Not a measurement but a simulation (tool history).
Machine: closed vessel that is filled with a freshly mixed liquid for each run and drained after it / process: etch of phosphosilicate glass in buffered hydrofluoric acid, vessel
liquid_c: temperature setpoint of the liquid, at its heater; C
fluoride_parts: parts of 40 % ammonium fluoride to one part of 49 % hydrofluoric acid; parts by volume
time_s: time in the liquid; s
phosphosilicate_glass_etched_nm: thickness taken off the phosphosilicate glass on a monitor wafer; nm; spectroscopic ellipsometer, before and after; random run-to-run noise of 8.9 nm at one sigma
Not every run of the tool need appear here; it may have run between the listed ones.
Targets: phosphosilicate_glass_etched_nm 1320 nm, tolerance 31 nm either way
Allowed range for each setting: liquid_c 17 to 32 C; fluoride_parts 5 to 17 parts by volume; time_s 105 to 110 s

run  hour  liquid_c  fluoride_parts  time_s  phosphosilicate_glass_etched_nm
  1     0        24            10.5     105                           633.96
  2   3.4      25.5            10.5     105                            686.3
  3   9.3      25.5            13.5     105                           539.52
  4  10.5      25.5            13.5     105                           538.03
  5  16.9        27              12     105                           667.48
  6  20.9        28              11     105                           759.49
  7  23.6        29              10     105                           866.29
  8  29.2        32               7     105                           1425.9
  9  38.1      31.5               7     105                           1398.3
 10  42.8        31               7     105                           1360.4

Pick the move, out of 4, that brings all results within their allowed miss; only one does.
  A  47.5      29.5               7     105                                ?
  B  47.5        25             5.5     110                                ?
  C  47.5        32             7.5     105                                ?
  D  47.5        32             8.5     110                                ?

move  phosphosilicate_glass_etched_nm
   A                           1265.1
   B                           1282.8
   C                           1337.9
   D                           1224.3
A: pushes the last run's worst result past its target
B: pushes the last run's worst result past its target
C: all results land within tolerance of their targets
D: pushes the last run's worst result past its target
Answer: C
